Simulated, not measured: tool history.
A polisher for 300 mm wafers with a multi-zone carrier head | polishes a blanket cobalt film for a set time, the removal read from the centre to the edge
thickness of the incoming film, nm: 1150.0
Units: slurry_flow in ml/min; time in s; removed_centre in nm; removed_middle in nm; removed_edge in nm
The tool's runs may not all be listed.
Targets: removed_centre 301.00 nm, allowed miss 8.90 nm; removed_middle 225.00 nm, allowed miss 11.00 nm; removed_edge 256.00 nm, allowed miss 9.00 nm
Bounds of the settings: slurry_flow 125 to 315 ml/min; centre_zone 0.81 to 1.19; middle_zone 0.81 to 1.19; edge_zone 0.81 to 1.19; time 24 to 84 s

run 1 hour=0.0 | slurry_flow=205 centre_zone=1.00 middle_zone=1.00 edge_zone=1.00 time=54 | removed_centre=240.98 removed_middle=240.25 removed_edge=236.62
run 2 hour=7.3 | slurry_flow=205 centre_zone=1.00 middle_zone=1.00 edge_zone=1.00 time=49 | removed_centre=222.20 removed_middle=224.69 removed_edge=213.62
run 3 hour=10.5 | slurry_flow=210 centre_zone=1.02 middle_zone=0.99 edge_zone=1.02 time=49 | removed_centre=225.35 removed_middle=219.56 removed_edge=211.80
run 4 hour=15.0 | slurry_flow=210 centre_zone=1.03 middle_zone=0.97 edge_zone=1.02 time=50 | removed_centre=236.53 removed_middle=214.24 removed_edge=220.34
run 5 hour=15.8 | slurry_flow=210 centre_zone=1.03 middle_zone=0.90 edge_zone=1.02 time=50 | removed_centre=232.69 removed_middle=207.03 removed_edge=219.39
run 6 hour=16.5 | slurry_flow=230 centre_zone=1.03 middle_zone=0.90 edge_zone=1.02 time=50 | removed_centre=235.43 removed_middle=212.81 removed_edge=218.76
run 7 hour=21.1 | slurry_flow=230 centre_zone=1.04 middle_zone=0.90 edge_zone=1.03 time=51 | removed_centre=238.79 removed_middle=210.83 removed_edge=225.66
run 8 hour=25.8 | slurry_flow=275 centre_zone=1.14 middle_zone=0.93 edge_zone=1.07 time=56 | removed_centre=294.99 removed_middle=238.02 removed_edge=252.42
run 9 hour=29.4 | slurry_flow=275 centre_zone=1.14 middle_zone=0.92 edge_zone=1.07 time=56 | removed_centre=297.54 removed_middle=243.09 removed_edge=254.49
run 10 hour=35.7 | slurry_flow=275 centre_zone=1.14 middle_zone=0.91 edge_zone=1.07 time=56 | removed_centre=298.64 removed_middle=239.26 removed_edge=249.88

Which of these 5 next moves meets every target?
run A hour=42.0 | slurry_flow=250 centre_zone=1.15 middle_zone=0.86 edge_zone=1.07 time=61 | removed_centre=? removed_middle=? removed_edge=?
run B hour=42.0 | slurry_flow=275 centre_zone=1.18 middle_zone=1.01 edge_zone=1.02 time=54 | removed_centre=? removed_middle=? removed_edge=?
run C hour=42.0 | slurry_flow=250 centre_zone=1.15 middle_zone=0.88 edge_zone=1.06 time=61 | removed_centre=? removed_middle=? removed_edge=?
run D hour=42.0 | slurry_flow=285 centre_zone=1.13 middle_zone=0.87 edge_zone=1.03 time=62 | removed_centre=? removed_middle=? removed_edge=?
run E hour=42.0 | slurry_flow=235 centre_zone=1.16 middle_zone=0.85 edge_zone=1.09 time=57 | removed_centre=? removed_middle=? removed_edge=?

move=A removed_centre=325.10 removed_middle=249.67 removed_edge=279.02
move=B removed_centre=298.84 removed_middle=255.16 removed_edge=244.97
move=C removed_centre=325.15 removed_middle=254.45 removed_edge=278.19
move=D removed_centre=329.40 removed_middle=259.58 removed_edge=283.29
move=E removed_centre=304.18 removed_middle=229.53 removed_edge=260.86
A: further off than the last run
B: further off than the last run
C: further off than the last run
D: further off than the last run
E: meets every target
Answer: E
